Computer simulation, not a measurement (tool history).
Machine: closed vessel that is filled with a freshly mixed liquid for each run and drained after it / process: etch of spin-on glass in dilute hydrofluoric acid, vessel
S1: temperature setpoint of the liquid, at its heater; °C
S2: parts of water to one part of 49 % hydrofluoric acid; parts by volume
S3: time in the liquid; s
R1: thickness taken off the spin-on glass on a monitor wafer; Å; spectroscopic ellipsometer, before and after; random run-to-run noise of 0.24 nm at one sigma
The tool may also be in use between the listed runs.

run	hour	S1	S2	S3	R1
1	0	24	290	180	203.7
2	8.6	25.5	290	180	214.84
3	10.7	25.5	215	180	311.4
4	17.4	26.5	205	180	345.83
5	21.4	27	200	180	361.3
6	30	27	200	120	240.18

Run 7 comes next. What will it give?
# hour 32.9: hydrofluoric acid flow meter replaced
7	32.9	27	180	125	?

{"run 7": {"R1": 261.07}}
